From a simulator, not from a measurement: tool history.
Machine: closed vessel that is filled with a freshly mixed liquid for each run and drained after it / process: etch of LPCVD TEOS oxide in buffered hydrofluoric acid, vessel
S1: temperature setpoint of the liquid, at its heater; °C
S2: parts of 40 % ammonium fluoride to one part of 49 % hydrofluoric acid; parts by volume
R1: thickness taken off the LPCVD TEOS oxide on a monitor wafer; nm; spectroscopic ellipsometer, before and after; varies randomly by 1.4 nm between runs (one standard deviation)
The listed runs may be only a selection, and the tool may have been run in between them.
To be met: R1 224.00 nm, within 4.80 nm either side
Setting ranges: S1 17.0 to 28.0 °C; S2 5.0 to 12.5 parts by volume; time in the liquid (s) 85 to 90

Run 1, day 0.000: S1 20.0 °C, S2 7.5 parts by volume, time in the liquid (s) 85. Result: R1 181.45 nm.
Run 2, day 0.121: S1 17.5 °C, S2 7.5 parts by volume, time in the liquid (s) 85. Result: R1 157.32 nm.
Run 3, day 0.338: S1 18.5 °C, S2 7.5 parts by volume, time in the liquid (s) 85. Result: R1 166.01 nm.
Run 4, day 0.588: S1 19.5 °C, S2 7.5 parts by volume, time in the liquid (s) 85. Result: R1 174.93 nm.
Run 5, day 0.954: S1 20.5 °C, S2 7.5 parts by volume, time in the liquid (s) 85. Result: R1 185.03 nm.
Run 6, day 1.071: S1 21.0 °C, S2 7.5 parts by volume, time in the liquid (s) 85. Result: R1 192.15 nm.
Run 7, day 1.383: S1 21.5 °C, S2 7.5 parts by volume, time in the liquid (s) 85. Result: R1 195.40 nm.
Run 8, day 1.671: S1 22.0 °C, S2 7.5 parts by volume, time in the liquid (s) 85. Result: R1 202.55 nm.
Run 9, day 1.850: S1 22.5 °C, S2 7.5 parts by volume, time in the liquid (s) 85. Result: R1 205.56 nm.
Run 10, day 2.150: S1 22.5 °C, S2 7.5 parts by volume, time in the liquid (s) 85. Result: R1 207.77 nm.

Pick the move, out of 4, that brings all results within their allowed miss; only one does.
Run A, day 2.450: S1 25.0 °C, S2 7.5 parts by volume, time in the liquid (s) 85. Result: R1 ?.
Run B, day 2.450: S1 23.0 °C, S2 8.0 parts by volume, time in the liquid (s) 90. Result: R1 ?.
Run C, day 2.450: S1 26.0 °C, S2 8.0 parts by volume, time in the liquid (s) 85. Result: R1 ?.
Run D, day 2.450: S1 20.5 °C, S2 6.5 parts by volume, time in the liquid (s) 90. Result: R1 ?.

move      R1
   A  236.44
   B  209.37
   C  232.72
   D  224.66
A: takes the biggest miss from the last run beyond its target
B: closer than the last run, but not yet in spec
C: takes the biggest miss from the last run beyond its target
D: every result within its allowed miss
Correct choice: D, which meets every target

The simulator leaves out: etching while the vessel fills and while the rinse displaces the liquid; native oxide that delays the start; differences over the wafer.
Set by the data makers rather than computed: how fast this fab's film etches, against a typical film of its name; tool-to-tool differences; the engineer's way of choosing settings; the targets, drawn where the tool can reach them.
